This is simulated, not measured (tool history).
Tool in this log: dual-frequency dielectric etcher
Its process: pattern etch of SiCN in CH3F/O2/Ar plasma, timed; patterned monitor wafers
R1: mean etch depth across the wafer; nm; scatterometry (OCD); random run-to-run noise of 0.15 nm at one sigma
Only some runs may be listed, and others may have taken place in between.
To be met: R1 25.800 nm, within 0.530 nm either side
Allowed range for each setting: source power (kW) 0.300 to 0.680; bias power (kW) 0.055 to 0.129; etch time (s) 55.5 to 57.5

run 1 hour=0.0 | source_power_(kW)=0.490 bias_power_(kW)=0.092 etch_time_(s)=55.5 | R1=22.466
run 2 hour=6.9 | source_power_(kW)=0.540 bias_power_(kW)=0.094 etch_time_(s)=55.5 | R1=23.516
run 3 hour=15.4 | source_power_(kW)=0.570 bias_power_(kW)=0.095 etch_time_(s)=55.5 | R1=24.612
run 4 hour=19.2 | source_power_(kW)=0.570 bias_power_(kW)=0.089 etch_time_(s)=55.5 | R1=24.154
run 5 hour=26.6 | source_power_(kW)=0.510 bias_power_(kW)=0.089 etch_time_(s)=55.5 | R1=22.787
run 6 hour=30.6 | source_power_(kW)=0.580 bias_power_(kW)=0.089 etch_time_(s)=55.5 | R1=24.703
run 7 hour=31.5 | source_power_(kW)=0.580 bias_power_(kW)=0.089 etch_time_(s)=55.5 | R1=24.502
run 8 hour=40.4 | source_power_(kW)=0.590 bias_power_(kW)=0.090 etch_time_(s)=55.5 | R1=24.489
run 9 hour=44.1 | source_power_(kW)=0.610 bias_power_(kW)=0.091 etch_time_(s)=55.5 | R1=25.198
run 10 hour=51.7 | source_power_(kW)=0.610 bias_power_(kW)=0.091 etch_time_(s)=55.5 | R1=25.213

5 next moves are on the table. One of them brings every result within its allowed miss. Which?
run A hour=59.3 | source_power_(kW)=0.670 bias_power_(kW)=0.085 etch_time_(s)=57.0 | R1=?
run B hour=59.3 | source_power_(kW)=0.610 bias_power_(kW)=0.112 etch_time_(s)=56.0 | R1=?
run C hour=59.3 | source_power_(kW)=0.590 bias_power_(kW)=0.076 etch_time_(s)=57.0 | R1=?
run D hour=59.3 | source_power_(kW)=0.640 bias_power_(kW)=0.078 etch_time_(s)=57.0 | R1=?
run E hour=59.3 | source_power_(kW)=0.630 bias_power_(kW)=0.095 etch_time_(s)=57.0 | R1=?

move=A R1=26.678
move=B R1=26.722
move=C R1=24.301
move=D R1=25.538
move=E R1=26.527
A: moves the result that the last run missed by most past its target, out the other side
B: moves the result that the last run missed by most past its target, out the other side
C: the biggest miss grows against the last run
D: all results in spec
E: moves the result that the last run missed by most past its target, out the other side
D meets every target.

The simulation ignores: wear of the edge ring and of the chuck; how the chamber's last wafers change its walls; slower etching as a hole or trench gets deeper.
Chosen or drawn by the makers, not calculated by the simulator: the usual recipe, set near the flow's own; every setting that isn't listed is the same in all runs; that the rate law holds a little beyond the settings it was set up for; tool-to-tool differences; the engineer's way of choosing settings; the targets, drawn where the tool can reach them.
